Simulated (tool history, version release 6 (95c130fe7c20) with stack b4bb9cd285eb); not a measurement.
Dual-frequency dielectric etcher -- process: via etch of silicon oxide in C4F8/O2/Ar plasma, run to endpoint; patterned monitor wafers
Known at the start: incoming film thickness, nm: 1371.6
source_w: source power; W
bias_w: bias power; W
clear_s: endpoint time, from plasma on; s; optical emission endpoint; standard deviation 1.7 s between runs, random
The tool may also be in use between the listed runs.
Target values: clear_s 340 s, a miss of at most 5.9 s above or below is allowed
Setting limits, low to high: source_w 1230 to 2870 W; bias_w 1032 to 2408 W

{"run": 1, "hour": 0.0, "source_w": 2050, "bias_w": 1720, "clear_s": 279.49}
{"run": 2, "hour": 5.2, "source_w": 2050, "bias_w": 1517, "clear_s": 296.94}
{"run": 3, "hour": 11.0, "source_w": 1980, "bias_w": 1510, "clear_s": 298.05}
{"run": 4, "hour": 17.4, "source_w": 2140, "bias_w": 1510, "clear_s": 290.22}
{"run": 5, "hour": 19.0, "source_w": 2050, "bias_w": 1499, "clear_s": 297.31}
{"run": 6, "hour": 21.2, "source_w": 2050, "bias_w": 1736, "clear_s": 280.72}
{"run": 7, "hour": 24.7, "source_w": 1960, "bias_w": 1708, "clear_s": 287.53}
{"run": 8, "hour": 26.0, "source_w": 1960, "bias_w": 1708, "clear_s": 287.84}
{"run": 9, "hour": 34.0, "source_w": 1880, "bias_w": 1692, "clear_s": 290.8}
{"run": 10, "hour": 35.6, "source_w": 1810, "bias_w": 1658, "clear_s": 300.87}
{"run": 11, "hour": 41.0, "source_w": 1750, "bias_w": 1652, "clear_s": 307.02}
{"run": 12, "hour": 47.3, "source_w": 1700, "bias_w": 1648, "clear_s": 311.36}
{"run": 13, "hour": 53.7, "source_w": 1290, "bias_w": 1582, "clear_s": 371.33}

Consider the 4 candidate settings below. Which is the only one whose results all fall within their allowed miss of target?
{"run": "A", "hour": 60.1, "source_w": 1470, "bias_w": 1529, "clear_s": "?"}
{"run": "B", "hour": 60.1, "source_w": 1380, "bias_w": 1745, "clear_s": "?"}
{"run": "C", "hour": 60.1, "source_w": 1380, "bias_w": 1609, "clear_s": "?"}
{"run": "D", "hour": 60.1, "source_w": 1390, "bias_w": 1624, "clear_s": "?"}

move=A clear_s=353.28
move=B clear_s=343.74
move=C clear_s=356.89
move=D clear_s=353.96
A: nearer than the last run, and not there yet
B: meets every target
C: nearer than the last run, and not there yet
D: nearer than the last run, and not there yet
The move that meets every target is B.

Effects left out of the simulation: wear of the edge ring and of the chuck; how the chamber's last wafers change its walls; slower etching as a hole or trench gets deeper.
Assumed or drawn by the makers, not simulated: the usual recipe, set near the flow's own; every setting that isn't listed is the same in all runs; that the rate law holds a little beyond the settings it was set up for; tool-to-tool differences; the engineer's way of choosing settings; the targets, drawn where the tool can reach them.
